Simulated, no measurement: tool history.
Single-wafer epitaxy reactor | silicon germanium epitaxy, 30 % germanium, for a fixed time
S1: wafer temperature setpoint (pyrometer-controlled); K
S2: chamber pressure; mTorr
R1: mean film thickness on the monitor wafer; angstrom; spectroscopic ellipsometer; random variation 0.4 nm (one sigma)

run  hour      S1     S2      R1
  1   0.0  898.15  14600  773.94
  2   8.6  892.15  14600  691.05
  3  10.7  892.15  16200  725.17
  4  15.1  897.15  16200  789.84
  5  17.5  897.15  14800  757.11
  6  19.6  899.15  14800  787.67

Run 7 comes next. What will it give?
  7  23.0  901.15  14800   ?

Run 7 gave R1 819.05 angstrom.
